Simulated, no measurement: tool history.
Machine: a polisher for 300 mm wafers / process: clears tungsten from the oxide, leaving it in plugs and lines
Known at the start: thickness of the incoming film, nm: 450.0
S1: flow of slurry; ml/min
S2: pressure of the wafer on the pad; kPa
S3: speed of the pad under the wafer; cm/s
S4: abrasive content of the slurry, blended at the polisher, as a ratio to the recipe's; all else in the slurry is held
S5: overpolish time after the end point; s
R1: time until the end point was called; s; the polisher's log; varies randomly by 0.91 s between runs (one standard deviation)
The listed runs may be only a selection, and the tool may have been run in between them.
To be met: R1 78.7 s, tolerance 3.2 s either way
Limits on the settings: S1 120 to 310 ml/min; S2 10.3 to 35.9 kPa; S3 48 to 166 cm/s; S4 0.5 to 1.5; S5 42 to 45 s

{"run": 1, "hour": 0.0, "S1": 200, "S2": 22.8, "S3": 106, "S4": 1, "S5": 42, "R1": 110.64}
{"run": 2, "hour": 2.9, "S1": 200, "S2": 23.4, "S3": 106, "S4": 1, "S5": 42, "R1": 108.25}
{"run": 3, "hour": 5.8, "S1": 170, "S2": 23.4, "S3": 106, "S4": 1, "S5": 42, "R1": 110.94}
{"run": 4, "hour": 7.1, "S1": 175, "S2": 24.1, "S3": 106, "S4": 1, "S5": 42, "R1": 109.41}
{"run": 5, "hour": 8.4, "S1": 175, "S2": 24.1, "S3": 106, "S4": 0.8, "S5": 42, "R1": 115.17}
{"run": 6, "hour": 12.8, "S1": 175, "S2": 24.1, "S3": 106, "S4": 0.95, "S5": 42, "R1": 108.74}
{"run": 7, "hour": 14.6, "S1": 180, "S2": 24.8, "S3": 106, "S4": 0.95, "S5": 42, "R1": 106.07}
{"run": 8, "hour": 18.3, "S1": 185, "S2": 25.5, "S3": 106, "S4": 0.95, "S5": 42, "R1": 102.3}
{"run": 9, "hour": 21.1, "S1": 190, "S2": 26.2, "S3": 106, "S4": 0.95, "S5": 42, "R1": 100.26}
{"run": 10, "hour": 23.3, "S1": 190, "S2": 26.9, "S3": 106, "S4": 0.95, "S5": 42, "R1": 100.14}
{"run": 11, "hour": 32.1, "S1": 190, "S2": 27.6, "S3": 106, "S4": 0.95, "S5": 42, "R1": 97.152}
{"run": 12, "hour": 37.6, "S1": 190, "S2": 28.3, "S3": 106, "S4": 0.95, "S5": 42, "R1": 97.092}

Of the 4 settings listed for the next run, only one would bring every result within its allowed miss of target. Which one?
{"run": "A", "hour": 43.1, "S1": 180, "S2": 29, "S3": 120, "S4": 0.85, "S5": 42, "R1": "?"}
{"run": "B", "hour": 43.1, "S1": 225, "S2": 33.1, "S3": 108, "S4": 1.05, "S5": 45, "R1": "?"}
{"run": "C", "hour": 43.1, "S1": 195, "S2": 30.3, "S3": 108, "S4": 0.9, "S5": 42, "R1": "?"}
{"run": "D", "hour": 43.1, "S1": 185, "S2": 26.2, "S3": 122, "S4": 1, "S5": 45, "R1": "?"}

move=A R1=84.697
move=B R1=78.332
move=C R1=88.319
move=D R1=87.144
A: gains on the last run, yet a result remains outside its allowed miss
B: meets every target
C: gains on the last run, yet a result remains outside its allowed miss
D: gains on the last run, yet a result remains outside its allowed miss
Go with B: it meets all targets.
